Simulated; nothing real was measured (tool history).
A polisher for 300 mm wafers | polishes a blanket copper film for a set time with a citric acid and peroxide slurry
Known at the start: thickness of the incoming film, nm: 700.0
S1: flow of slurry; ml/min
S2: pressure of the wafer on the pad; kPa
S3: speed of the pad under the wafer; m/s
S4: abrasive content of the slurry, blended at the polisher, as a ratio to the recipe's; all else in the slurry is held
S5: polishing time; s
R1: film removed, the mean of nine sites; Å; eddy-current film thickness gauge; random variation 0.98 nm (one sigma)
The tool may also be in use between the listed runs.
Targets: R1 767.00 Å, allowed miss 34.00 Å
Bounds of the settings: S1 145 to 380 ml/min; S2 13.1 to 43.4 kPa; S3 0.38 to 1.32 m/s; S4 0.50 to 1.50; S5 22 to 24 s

Run 1, hour 0.0: S1 245 ml/min, S2 28.3 kPa, S3 0.84 m/s, S4 1.00, S5 24 s. Result: R1 503.30 Å.
Run 2, hour 6.4: S1 245 ml/min, S2 28.3 kPa, S3 0.84 m/s, S4 1.00, S5 24 s. Result: R1 509.17 Å.
Run 3, hour 8.9: S1 245 ml/min, S2 31.7 kPa, S3 0.84 m/s, S4 1.00, S5 24 s. Result: R1 549.91 Å.
Run 4, hour 10.5: S1 245 ml/min, S2 31.7 kPa, S3 0.84 m/s, S4 0.80, S5 24 s. Result: R1 523.13 Å.
Run 5, hour 15.6: S1 300 ml/min, S2 31.7 kPa, S3 0.84 m/s, S4 0.80, S5 24 s. Result: R1 534.38 Å.
Run 6, hour 19.1: S1 300 ml/min, S2 31.7 kPa, S3 1.04 m/s, S4 0.80, S5 24 s. Result: R1 662.43 Å.
Run 7, hour 26.8: S1 300 ml/min, S2 33.1 kPa, S3 1.04 m/s, S4 0.80, S5 24 s. Result: R1 693.03 Å.
Run 8, hour 30.0: S1 300 ml/min, S2 33.8 kPa, S3 1.04 m/s, S4 0.80, S5 24 s. Result: R1 713.69 Å.

4 next moves are on the table. One of them brings every result within its allowed miss. Which?
Run A, hour 33.2: S1 280 ml/min, S2 40.0 kPa, S3 1.02 m/s, S4 0.70, S5 24 s. Result: R1 ?.
Run B, hour 33.2: S1 325 ml/min, S2 33.8 kPa, S3 1.08 m/s, S4 0.80, S5 23 s. Result: R1 ?.
Run C, hour 33.2: S1 325 ml/min, S2 35.2 kPa, S3 0.98 m/s, S4 0.75, S5 24 s. Result: R1 ?.
Run D, hour 33.2: S1 305 ml/min, S2 34.5 kPa, S3 0.98 m/s, S4 0.85, S5 23 s. Result: R1 ?.

move      R1
   A  778.27
   B  709.15
   C  685.98
   D  664.50
A: meets every target
B: further off than the last run
C: further off than the last run
D: further off than the last run
Answer: A
